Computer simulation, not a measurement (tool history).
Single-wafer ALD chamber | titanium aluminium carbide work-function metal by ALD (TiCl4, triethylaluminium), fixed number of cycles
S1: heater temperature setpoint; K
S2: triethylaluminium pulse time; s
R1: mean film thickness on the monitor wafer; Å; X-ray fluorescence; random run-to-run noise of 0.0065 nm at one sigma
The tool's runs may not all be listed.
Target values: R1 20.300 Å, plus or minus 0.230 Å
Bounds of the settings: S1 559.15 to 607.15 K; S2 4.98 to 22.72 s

{"run": 1, "hour": 0.0, "S1": 583.15, "S2": 13.85, "R1": 21.412}
{"run": 2, "hour": 3.8, "S1": 589.15, "S2": 13.85, "R1": 22.026}
{"run": 3, "hour": 12.4, "S1": 598.15, "S2": 13.85, "R1": 22.933}
{"run": 4, "hour": 16.0, "S1": 598.15, "S2": 17.48, "R1": 23.063}
{"run": 5, "hour": 18.6, "S1": 604.15, "S2": 17.48, "R1": 23.545}
{"run": 6, "hour": 20.1, "S1": 600.15, "S2": 17.24, "R1": 23.187}
{"run": 7, "hour": 21.4, "S1": 596.15, "S2": 17.06, "R1": 22.79}
{"run": 8, "hour": 26.2, "S1": 593.15, "S2": 16.92, "R1": 22.497}
{"run": 9, "hour": 27.9, "S1": 590.15, "S2": 16.79, "R1": 22.195}

Which single option among these 5 for the next run brings every result within its allowed miss of target? Just one does.
{"run": "A", "hour": 29.6, "S1": 579.15, "S2": 13.06, "R1": "?"}
{"run": "B", "hour": 29.6, "S1": 570.15, "S2": 15.42, "R1": "?"}
{"run": "C", "hour": 29.6, "S1": 578.15, "S2": 15.87, "R1": "?"}
{"run": "D", "hour": 29.6, "S1": 578.15, "S2": 12.22, "R1": "?"}
{"run": "E", "hour": 29.6, "S1": 575.15, "S2": 13.58, "R1": "?"}

move=A R1=20.907
move=B R1=20.197
move=C R1=20.945
move=D R1=20.749
move=E R1=20.573
A: an improvement on the last run, though not all results are within tolerance
B: in spec on every target
C: an improvement on the last run, though not all results are within tolerance
D: an improvement on the last run, though not all results are within tolerance
E: an improvement on the last run, though not all results are within tolerance
Go with B: it meets all targets.

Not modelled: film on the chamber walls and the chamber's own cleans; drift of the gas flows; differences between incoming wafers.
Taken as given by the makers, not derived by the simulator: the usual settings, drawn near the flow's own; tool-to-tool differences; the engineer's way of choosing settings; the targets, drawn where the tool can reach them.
